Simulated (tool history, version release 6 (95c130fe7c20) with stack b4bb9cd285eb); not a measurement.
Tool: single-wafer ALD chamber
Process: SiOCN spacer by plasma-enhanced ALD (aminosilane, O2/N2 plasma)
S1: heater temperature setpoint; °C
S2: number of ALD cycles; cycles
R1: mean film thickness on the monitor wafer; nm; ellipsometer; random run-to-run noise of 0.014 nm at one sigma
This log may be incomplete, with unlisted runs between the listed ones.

run  hour   S1  S2      R1
  1     0  380  54  3.5591
  2   3.5  380  57  3.7577
  3  12.5  380  50  3.2925
  4  19.3  380  54  3.5729
  5  25.3  386  54  3.5792
  6  29.4  395  54   3.555
  7  33.4  395  57  3.7474

Run 8 comes next. What will it give?
  8  34.9  395  59   ?

R1: 3.8922 nm
